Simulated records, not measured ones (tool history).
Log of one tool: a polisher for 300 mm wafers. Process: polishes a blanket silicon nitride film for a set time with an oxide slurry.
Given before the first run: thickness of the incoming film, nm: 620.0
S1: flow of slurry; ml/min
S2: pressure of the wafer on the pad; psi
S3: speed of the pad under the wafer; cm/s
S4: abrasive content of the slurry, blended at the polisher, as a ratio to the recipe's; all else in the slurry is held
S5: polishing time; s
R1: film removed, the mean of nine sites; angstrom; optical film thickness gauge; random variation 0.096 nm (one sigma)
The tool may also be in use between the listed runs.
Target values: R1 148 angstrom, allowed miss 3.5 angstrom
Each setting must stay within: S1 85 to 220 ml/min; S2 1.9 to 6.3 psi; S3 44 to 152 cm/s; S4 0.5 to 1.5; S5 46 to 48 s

run	hour	S1	S2	S3	S4	S5	R1
1	0	140	4.1	98	1	46	351.55
2	2.7	140	4.1	98	0.8	46	293.08
3	8.3	140	5	98	0.8	46	358.2
4	11.7	140	5	88	0.8	46	329.44
5	18.9	130	4.2	86	0.8	46	267.96
6	20.5	130	4.2	86	0.95	46	308.01
7	28.6	125	3.6	80	0.95	46	247.06
8	35.9	125	3.6	80	0.95	46	248.85
9	40	120	3.2	78	0.95	46	214.13
10	43	115	2.9	78	0.95	46	193.58
11	45.5	110	2.7	78	0.95	46	178.49
12	49.9	85	2.1	78	0.95	46	130.92
13	50.5	90	2.1	78	0.95	46	131.83
14	55	95	2.1	78	0.95	46	134.14
15	63.9	100	2.1	78	0.95	46	138.1
16	71.4	105	2.1	78	0.95	46	139.07
17	76.9	110	2.1	78	0.95	46	140.92
18	84.2	110	2.1	78	0.95	46	140.97
19	91.3	115	2.1	78	0.95	46	140.72
20	95.2	120	2.1	78	0.95	46	143.74

Below are 4 possible settings for the next run. Only one of them brings all results inside the allowed miss of their targets. Which is it?
A	99.1	115	2	72	1.1	48	?
B	99.1	165	2.2	50	1.25	48	?
C	99.1	95	3	60	0.8	47	?
D	99.1	155	2	82	0.85	47	?

move	R1
A	144.87
B	137.14
C	134.4
D	139.55
A: each result inside its tolerance
B: the biggest miss grows against the last run
C: the biggest miss grows against the last run
D: the biggest miss grows against the last run
Correct choice: A, which meets every target

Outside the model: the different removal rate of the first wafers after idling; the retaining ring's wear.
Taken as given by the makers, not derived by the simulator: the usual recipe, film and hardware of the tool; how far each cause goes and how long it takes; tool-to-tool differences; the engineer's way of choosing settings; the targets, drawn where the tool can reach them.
